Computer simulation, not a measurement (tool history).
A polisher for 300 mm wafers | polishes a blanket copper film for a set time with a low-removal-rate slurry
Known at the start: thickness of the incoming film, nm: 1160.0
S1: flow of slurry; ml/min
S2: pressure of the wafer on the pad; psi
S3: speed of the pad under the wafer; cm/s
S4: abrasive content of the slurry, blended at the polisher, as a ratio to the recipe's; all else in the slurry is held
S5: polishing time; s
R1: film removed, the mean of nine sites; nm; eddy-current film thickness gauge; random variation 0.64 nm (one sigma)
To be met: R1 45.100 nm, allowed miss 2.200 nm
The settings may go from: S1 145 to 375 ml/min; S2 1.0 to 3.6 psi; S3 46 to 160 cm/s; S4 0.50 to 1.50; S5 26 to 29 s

| run | hour | S1 | S2 | S3 | S4 | S5 | R1 |
|---|---|---|---|---|---|---|---|
| 1 | 0.0 | 240 | 2.3 | 102 | 1.00 | 29 | 57.955 |
| 2 | 7.9 | 240 | 2.2 | 102 | 1.00 | 29 | 58.022 |
| 3 | 16.8 | 240 | 2.2 | 114 | 1.00 | 29 | 61.867 |
| 4 | 17.6 | 240 | 2.2 | 114 | 1.00 | 26 | 57.056 |
| 5 | 19.1 | 240 | 2.1 | 114 | 1.00 | 26 | 53.360 |
| 6 | 21.6 | 300 | 2.1 | 114 | 1.00 | 26 | 54.676 |
| 7 | 24.0 | 300 | 2.0 | 114 | 1.00 | 26 | 52.746 |
| 8 | 25.3 | 300 | 1.9 | 114 | 1.00 | 26 | 51.743 |
| 9 | 30.7 | 300 | 1.8 | 114 | 1.00 | 26 | 48.633 |

5 next moves are on the table. One of them brings every result within its allowed miss. Which?
| A | 36.1 | 300 | 1.6 | 104 | 1.05 | 26 | ? |
| B | 36.1 | 285 | 1.8 | 116 | 1.00 | 27 | ? |
| C | 36.1 | 330 | 1.4 | 130 | 0.95 | 26 | ? |
| D | 36.1 | 275 | 2.2 | 122 | 0.70 | 26 | ? |
| E | 36.1 | 325 | 1.8 | 94 | 0.90 | 26 | ? |

| move | R1 |
|---|---|
| A | 40.222 |
| B | 50.422 |
| C | 44.888 |
| D | 57.404 |
| E | 39.520 |
A: takes the result that was furthest off past its target
B: further off than the last run
C: meets every target
D: further off than the last run
E: takes the result that was furthest off past its target
Move C is the one to make.
